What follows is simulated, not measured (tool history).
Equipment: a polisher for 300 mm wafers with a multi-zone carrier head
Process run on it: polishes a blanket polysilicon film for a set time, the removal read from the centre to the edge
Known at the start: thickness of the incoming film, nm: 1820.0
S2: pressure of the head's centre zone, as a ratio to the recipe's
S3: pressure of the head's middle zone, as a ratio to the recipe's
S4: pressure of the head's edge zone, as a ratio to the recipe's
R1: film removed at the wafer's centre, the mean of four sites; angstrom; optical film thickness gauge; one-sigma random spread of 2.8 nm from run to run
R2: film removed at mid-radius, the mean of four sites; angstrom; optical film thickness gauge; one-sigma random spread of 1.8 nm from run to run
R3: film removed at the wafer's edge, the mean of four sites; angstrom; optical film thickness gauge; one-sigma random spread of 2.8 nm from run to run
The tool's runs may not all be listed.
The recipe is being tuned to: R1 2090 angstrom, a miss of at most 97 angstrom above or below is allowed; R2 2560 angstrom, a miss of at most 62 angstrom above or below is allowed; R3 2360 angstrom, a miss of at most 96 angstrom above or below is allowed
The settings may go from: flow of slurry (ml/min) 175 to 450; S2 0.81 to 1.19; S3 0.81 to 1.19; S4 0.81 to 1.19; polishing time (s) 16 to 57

run 1 hour=0 | flow_of_slurry_(ml/min)=290 S2=1 S3=1 S4=1 polishing_time_(s)=36 | R1=2009.8 R2=2005.3 R3=2034.4
run 2 hour=1.6 | flow_of_slurry_(ml/min)=290 S2=1 S3=0.93 S4=1 polishing_time_(s)=36 | R1=1959.3 R2=1895.9 R3=2006.2
run 3 hour=7.7 | flow_of_slurry_(ml/min)=300 S2=0.97 S3=1.01 S4=1.02 polishing_time_(s)=37 | R1=1979.9 R2=2092.1 R3=2145.1
run 4 hour=13.9 | flow_of_slurry_(ml/min)=300 S2=0.97 S3=1.01 S4=1.02 polishing_time_(s)=31 | R1=1606.8 R2=1742.9 R3=1784.7
run 5 hour=19.2 | flow_of_slurry_(ml/min)=300 S2=0.97 S3=1.08 S4=1.02 polishing_time_(s)=31 | R1=1619.9 R2=1824.5 R3=1753.7
run 6 hour=22.5 | flow_of_slurry_(ml/min)=355 S2=0.97 S3=1.08 S4=1.02 polishing_time_(s)=31 | R1=1671.6 R2=1879.8 R3=1798.8
run 7 hour=24.3 | flow_of_slurry_(ml/min)=370 S2=0.96 S3=1.11 S4=1.04 polishing_time_(s)=33 | R1=1781 R2=2030.9 R3=1928.7
run 8 hour=33.3 | flow_of_slurry_(ml/min)=375 S2=0.95 S3=1.13 S4=1.05 polishing_time_(s)=35 | R1=1875 R2=2226.9 R3=2080.9

Which single option among these 5 for the next run brings every result within its allowed miss of target? Just one does.
run A hour=42.3 | flow_of_slurry_(ml/min)=315 S2=0.99 S3=0.89 S4=1.19 polishing_time_(s)=38 | R1=? R2=? R3=?
run B hour=42.3 | flow_of_slurry_(ml/min)=430 S2=0.95 S3=1.16 S4=1.09 polishing_time_(s)=39 | R1=? R2=? R3=?
run C hour=42.3 | flow_of_slurry_(ml/min)=360 S2=0.88 S3=1.04 S4=1.18 polishing_time_(s)=32 | R1=? R2=? R3=?
run D hour=42.3 | flow_of_slurry_(ml/min)=280 S2=0.88 S3=1.19 S4=1.04 polishing_time_(s)=42 | R1=? R2=? R3=?
run E hour=42.3 | flow_of_slurry_(ml/min)=365 S2=1.06 S3=1.03 S4=1.05 polishing_time_(s)=31 | R1=? R2=? R3=?

move=A R1=2064.6 R2=1934 R3=2368.3
move=B R1=2105.8 R2=2545.3 R3=2358.6
move=C R1=1596.8 R2=1877.8 R3=1998.7
move=D R1=2047.1 R2=2706.2 R3=2413.9
move=E R1=1810.9 R2=1805.2 R3=1826.4
A: its largest miss is bigger than the last run's
B: each result inside its tolerance
C: its largest miss is bigger than the last run's
D: takes the result that was furthest off past its target
E: its largest miss is bigger than the last run's
Correct choice: B, which meets every target
